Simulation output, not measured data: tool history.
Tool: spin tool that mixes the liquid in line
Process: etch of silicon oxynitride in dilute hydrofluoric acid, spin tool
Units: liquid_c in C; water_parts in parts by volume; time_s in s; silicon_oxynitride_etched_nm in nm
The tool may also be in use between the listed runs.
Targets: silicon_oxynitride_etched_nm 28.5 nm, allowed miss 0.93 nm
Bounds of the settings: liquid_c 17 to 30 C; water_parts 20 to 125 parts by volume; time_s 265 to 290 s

run,hour,liquid_c,water_parts,time_s,silicon_oxynitride_etched_nm
1,0,22,70,265,11.708
2,6.9,22,95,265,8.5107
3,10.4,23.5,85,265,10.012
4,15,23.5,70,265,12.404
5,22.7,24.5,60,265,15.111
6,24.4,24.5,70,265,13.104
7,29.1,25.5,60,265,15.945
8,32.8,26.5,55,265,18.275
9,39.8,27,50,265,20.98
10,46.1,30,40,265,30.397
11,53.3,29.5,40,265,29.534
12,61.3,29.5,40,265,30.219

Which of these 4 next moves meets every target?
A,69.3,29.5,45,290,?
B,69.3,29.5,45,265,?
C,69.3,29,45,265,?
D,69.3,27,40,265,?

move,silicon_oxynitride_etched_nm
A,28.937
B,26.442
C,25.828
D,26.541
A: meets every target
B: takes the result that was furthest off past its target
C: takes the result that was furthest off past its target
D: takes the result that was furthest off past its target
The right move is A.

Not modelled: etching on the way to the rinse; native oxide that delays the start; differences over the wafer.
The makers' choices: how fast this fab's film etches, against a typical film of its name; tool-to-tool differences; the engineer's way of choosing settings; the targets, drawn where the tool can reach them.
